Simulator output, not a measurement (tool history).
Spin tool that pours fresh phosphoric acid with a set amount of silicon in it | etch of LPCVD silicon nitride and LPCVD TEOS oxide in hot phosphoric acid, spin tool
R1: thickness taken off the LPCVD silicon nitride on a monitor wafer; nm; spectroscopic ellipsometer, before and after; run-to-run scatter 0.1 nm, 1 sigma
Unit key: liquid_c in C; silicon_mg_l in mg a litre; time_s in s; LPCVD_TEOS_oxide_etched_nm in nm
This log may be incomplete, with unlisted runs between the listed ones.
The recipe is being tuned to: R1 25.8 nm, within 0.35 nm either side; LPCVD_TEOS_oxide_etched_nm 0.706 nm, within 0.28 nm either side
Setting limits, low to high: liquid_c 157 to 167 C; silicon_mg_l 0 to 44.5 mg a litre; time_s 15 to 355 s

run 1 hour=0 | liquid_c=162 silicon_mg_l=19.5 time_s=180 | R1=14.704 LPCVD_TEOS_oxide_etched_nm=0.26276
run 2 hour=0.8 | liquid_c=162 silicon_mg_l=10 time_s=180 | R1=14.729 LPCVD_TEOS_oxide_etched_nm=0.29491
run 3 hour=6.9 | liquid_c=163.5 silicon_mg_l=10 time_s=180 | R1=15.479 LPCVD_TEOS_oxide_etched_nm=0.29295
run 4 hour=8 | liquid_c=163.5 silicon_mg_l=10 time_s=150 | R1=12.92 LPCVD_TEOS_oxide_etched_nm=0.34628
run 5 hour=10.7 | liquid_c=163.5 silicon_mg_l=10 time_s=215 | R1=18.441 LPCVD_TEOS_oxide_etched_nm=0.48587
run 6 hour=13.3 | liquid_c=161.5 silicon_mg_l=10 time_s=215 | R1=17.233 LPCVD_TEOS_oxide_etched_nm=0.3292
run 7 hour=22.1 | liquid_c=162.5 silicon_mg_l=12 time_s=225 | R1=18.801 LPCVD_TEOS_oxide_etched_nm=0.42158
run 8 hour=28.1 | liquid_c=163.5 silicon_mg_l=15 time_s=235 | R1=20.221 LPCVD_TEOS_oxide_etched_nm=0.4011
run 9 hour=31.3 | liquid_c=163.5 silicon_mg_l=15 time_s=235 | R1=20.186 LPCVD_TEOS_oxide_etched_nm=0.46229
run 10 hour=36.4 | liquid_c=164 silicon_mg_l=16 time_s=245 | R1=21.54 LPCVD_TEOS_oxide_etched_nm=0.30512
run 11 hour=37.1 | liquid_c=164.5 silicon_mg_l=12.5 time_s=250 | R1=22.135 LPCVD_TEOS_oxide_etched_nm=0.42891
run 12 hour=40 | liquid_c=165 silicon_mg_l=10 time_s=255 | R1=22.99 LPCVD_TEOS_oxide_etched_nm=0.59468
run 13 hour=48 | liquid_c=165.5 silicon_mg_l=10 time_s=260 | R1=23.784 LPCVD_TEOS_oxide_etched_nm=0.67853
run 14 hour=55.2 | liquid_c=165.5 silicon_mg_l=10.5 time_s=260 | R1=23.747 LPCVD_TEOS_oxide_etched_nm=0.56887

Pick the move, out of 5, that brings all results within their allowed miss; only one does.
run A hour=62.4 | liquid_c=165.5 silicon_mg_l=35 time_s=285 | R1=? LPCVD_TEOS_oxide_etched_nm=?
run B hour=62.4 | liquid_c=165.5 silicon_mg_l=10.5 time_s=290 | R1=? LPCVD_TEOS_oxide_etched_nm=?
run C hour=62.4 | liquid_c=165.5 silicon_mg_l=35.5 time_s=270 | R1=? LPCVD_TEOS_oxide_etched_nm=?
run D hour=62.4 | liquid_c=165 silicon_mg_l=3 time_s=285 | R1=? LPCVD_TEOS_oxide_etched_nm=?
run E hour=62.4 | liquid_c=165.5 silicon_mg_l=4.5 time_s=275 | R1=? LPCVD_TEOS_oxide_etched_nm=?

move=A R1=26.002 LPCVD_TEOS_oxide_etched_nm=0.29106
move=B R1=26.458 LPCVD_TEOS_oxide_etched_nm=0.65897
move=C R1=24.633 LPCVD_TEOS_oxide_etched_nm=0.26885
move=D R1=25.579 LPCVD_TEOS_oxide_etched_nm=0.72988
move=E R1=25.09 LPCVD_TEOS_oxide_etched_nm=0.70914
A: brings the last run's worst result on target, with another outside its allowed miss
B: moves the result that the last run missed by most past its target, out the other side
C: nearer the targets than the last run, but a result is still out of spec
D: all results land within tolerance of their targets
E: nearer the targets than the last run, but a result is still out of spec
Move D is the one to make.

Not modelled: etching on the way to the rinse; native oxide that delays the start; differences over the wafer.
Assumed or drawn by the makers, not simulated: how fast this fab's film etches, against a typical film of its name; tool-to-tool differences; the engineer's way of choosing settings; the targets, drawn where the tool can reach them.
